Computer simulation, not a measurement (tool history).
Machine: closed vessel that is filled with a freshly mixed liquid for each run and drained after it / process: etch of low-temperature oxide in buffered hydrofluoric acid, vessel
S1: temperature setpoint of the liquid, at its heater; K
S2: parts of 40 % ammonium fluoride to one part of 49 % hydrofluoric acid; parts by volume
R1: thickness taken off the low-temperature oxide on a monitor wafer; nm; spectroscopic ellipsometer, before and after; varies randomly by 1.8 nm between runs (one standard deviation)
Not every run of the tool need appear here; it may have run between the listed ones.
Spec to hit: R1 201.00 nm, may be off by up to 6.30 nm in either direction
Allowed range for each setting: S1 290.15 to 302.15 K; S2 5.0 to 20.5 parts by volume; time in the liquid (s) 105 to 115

Run 1, hour 0.0: S1 294.15 K, S2 12.5 parts by volume, time in the liquid (s) 105. Result: R1 235.47 nm.
Run 2, hour 3.7: S1 294.15 K, S2 12.5 parts by volume, time in the liquid (s) 115. Result: R1 255.97 nm.
Run 3, hour 5.3: S1 293.15 K, S2 12.5 parts by volume, time in the liquid (s) 115. Result: R1 242.81 nm.
Run 4, hour 11.6: S1 293.15 K, S2 12.5 parts by volume, time in the liquid (s) 105. Result: R1 219.36 nm.
Run 5, hour 18.8: S1 293.15 K, S2 12.5 parts by volume, time in the liquid (s) 115. Result: R1 242.38 nm.
Run 6, hour 22.2: S1 292.15 K, S2 12.5 parts by volume, time in the liquid (s) 115. Result: R1 229.00 nm.
Run 7, hour 29.4: S1 291.65 K, S2 12.5 parts by volume, time in the liquid (s) 115. Result: R1 223.91 nm.
Run 8, hour 32.7: S1 291.15 K, S2 12.5 parts by volume, time in the liquid (s) 115. Result: R1 216.54 nm.
Run 9, hour 33.9: S1 290.65 K, S2 12.5 parts by volume, time in the liquid (s) 115. Result: R1 214.10 nm.

4 next moves are on the table. One of them brings every result within its allowed miss. Which?
Run A, hour 35.1: S1 290.65 K, S2 11.5 parts by volume, time in the liquid (s) 110. Result: R1 ?.
Run B, hour 35.1: S1 291.65 K, S2 14.0 parts by volume, time in the liquid (s) 115. Result: R1 ?.
Run C, hour 35.1: S1 290.15 K, S2 12.0 parts by volume, time in the liquid (s) 115. Result: R1 ?.
Run D, hour 35.1: S1 291.15 K, S2 12.0 parts by volume, time in the liquid (s) 110. Result: R1 ?.

move      R1
   A  217.82
   B  198.77
   C  212.29
   D  214.97
A: moves away from the targets compared with the last run
B: hits every target within its allowed miss
C: moves toward the targets from the last run without getting all of them in spec
D: moves away from the targets compared with the last run
Go with B: it meets all targets.
